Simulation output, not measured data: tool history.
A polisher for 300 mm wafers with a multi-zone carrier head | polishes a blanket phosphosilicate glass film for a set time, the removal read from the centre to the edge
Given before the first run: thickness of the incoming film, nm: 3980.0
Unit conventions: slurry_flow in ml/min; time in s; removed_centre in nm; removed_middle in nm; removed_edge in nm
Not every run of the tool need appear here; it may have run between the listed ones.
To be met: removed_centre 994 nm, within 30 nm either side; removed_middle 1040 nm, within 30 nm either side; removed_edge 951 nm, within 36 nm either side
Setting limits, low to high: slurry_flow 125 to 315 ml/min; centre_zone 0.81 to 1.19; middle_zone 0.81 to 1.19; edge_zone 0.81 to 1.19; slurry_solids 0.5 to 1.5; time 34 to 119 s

run  hour  slurry_flow  centre_zone  middle_zone  edge_zone  slurry_solids  time  removed_centre  removed_middle  removed_edge
  1     0          205            1            1          1              1    76          730.27          713.22        751.53
  2   2.5          220         1.02         1.04       1.02            1.1    76          795.54          787.26        792.07
  3  10.1          225         1.03         1.07       1.05           1.15    76          810.13          838.47        818.46
  4  10.6          225         1.03         1.12       1.05           1.15    76          809.39           857.2        831.43
  5  14.1          225         1.03         1.06       1.05           1.15    76          821.41          817.87        827.34
  6  22.5          225         1.03         1.06       1.05           1.15    58          622.14          627.68        633.68
  7    24          225         1.03         1.06       1.05           1.15    58          622.71           631.8        631.96
  8  28.5          235         1.05         1.09       1.07           1.25    61          697.85          711.64         704.2
  9  32.1          235         1.05         1.09       1.07           1.25    61          695.48          717.51        695.87
 10  39.1          240         1.07         1.11       1.09            1.3    64          764.12          761.28        744.17
 11  40.7          245         1.07         1.13       1.09           1.35    67          808.05          831.15        801.42
 12  41.9          255         1.08         1.14       1.09            1.4    69           865.9          891.08         857.6

Which single option among these 4 for the next run brings every result within its allowed miss of target? Just one does.
  A  43.1          270         0.84          1.1       1.19            1.5    75               ?               ?             ?
  B  43.1          250         1.11         1.19       1.09            1.5    76               ?               ?             ?
  C  43.1          255         1.15         1.18       1.04            1.3    62               ?               ?             ?
  D  43.1          250          0.9         0.92       1.19            1.5    73               ?               ?             ?

move  removed_centre  removed_middle  removed_edge
   A          758.59          955.88        985.83
   B          988.96          1025.9        948.18
   C          788.13          784.65        713.77
   D          778.52          792.56         955.3
A: moves away from the targets compared with the last run
B: each result inside its tolerance
C: moves away from the targets compared with the last run
D: moves away from the targets compared with the last run
Answer: B
